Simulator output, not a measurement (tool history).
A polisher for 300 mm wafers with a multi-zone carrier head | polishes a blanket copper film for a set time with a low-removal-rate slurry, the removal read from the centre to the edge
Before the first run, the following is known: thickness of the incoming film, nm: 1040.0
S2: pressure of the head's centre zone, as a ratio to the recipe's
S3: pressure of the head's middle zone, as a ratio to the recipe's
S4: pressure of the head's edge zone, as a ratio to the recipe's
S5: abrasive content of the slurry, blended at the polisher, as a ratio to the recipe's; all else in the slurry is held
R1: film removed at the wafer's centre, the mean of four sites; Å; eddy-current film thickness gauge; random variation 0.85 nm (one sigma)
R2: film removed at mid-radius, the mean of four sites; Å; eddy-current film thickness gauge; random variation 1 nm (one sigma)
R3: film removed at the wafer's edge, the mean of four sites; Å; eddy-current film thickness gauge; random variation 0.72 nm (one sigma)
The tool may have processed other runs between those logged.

{"run": 1, "hour": 0.0, "flow of slurry (ml/min)": 255, "S2": 1.0, "S3": 1.0, "S4": 1.0, "S5": 1.0, "polishing time (s)": 63, "R1": 1539.8, "R2": 1528.5, "R3": 1533.0}
{"run": 2, "hour": 2.9, "flow of slurry (ml/min)": 255, "S2": 1.0, "S3": 1.03, "S4": 1.0, "S5": 1.0, "polishing time (s)": 63, "R1": 1559.2, "R2": 1563.0, "R3": 1543.8}
{"run": 3, "hour": 7.8, "flow of slurry (ml/min)": 255, "S2": 1.0, "S3": 1.03, "S4": 0.95, "S5": 1.0, "polishing time (s)": 63, "R1": 1558.7, "R2": 1553.9, "R3": 1499.2}
{"run": 4, "hour": 10.9, "flow of slurry (ml/min)": 210, "S2": 1.0, "S3": 1.03, "S4": 0.95, "S5": 1.0, "polishing time (s)": 63, "R1": 1528.0, "R2": 1529.9, "R3": 1492.6}
{"run": 5, "hour": 16.1, "flow of slurry (ml/min)": 240, "S2": 1.02, "S3": 1.0, "S4": 0.92, "S5": 0.85, "polishing time (s)": 59, "R1": 1409.2, "R2": 1350.5, "R3": 1320.8}
{"run": 6, "hour": 16.6, "flow of slurry (ml/min)": 240, "S2": 1.02, "S3": 1.0, "S4": 0.92, "S5": 1.0, "polishing time (s)": 59, "R1": 1463.6, "R2": 1423.6, "R3": 1388.1}
{"run": 7, "hour": 23.1, "flow of slurry (ml/min)": 260, "S2": 1.03, "S3": 0.98, "S4": 0.9, "S5": 0.85, "polishing time (s)": 57, "R1": 1386.7, "R2": 1302.7, "R3": 1283.8}
{"run": 8, "hour": 26.6, "flow of slurry (ml/min)": 260, "S2": 1.04, "S3": 0.97, "S4": 0.88, "S5": 0.75, "polishing time (s)": 56, "R1": 1303.3, "R2": 1220.9, "R3": 1197.1}

Run 9, settings as shown, results not yet in. Your forecast:
{"run": 9, "hour": 27.3, "flow of slurry (ml/min)": 255, "S2": 1.06, "S3": 0.96, "S4": 0.86, "S5": 0.7, "polishing time (s)": 56, "R1": "?", "R2": "?", "R3": "?"}

{"run 9": {"R1": 1303.8, "R2": 1174.2, "R3": 1179.7}}

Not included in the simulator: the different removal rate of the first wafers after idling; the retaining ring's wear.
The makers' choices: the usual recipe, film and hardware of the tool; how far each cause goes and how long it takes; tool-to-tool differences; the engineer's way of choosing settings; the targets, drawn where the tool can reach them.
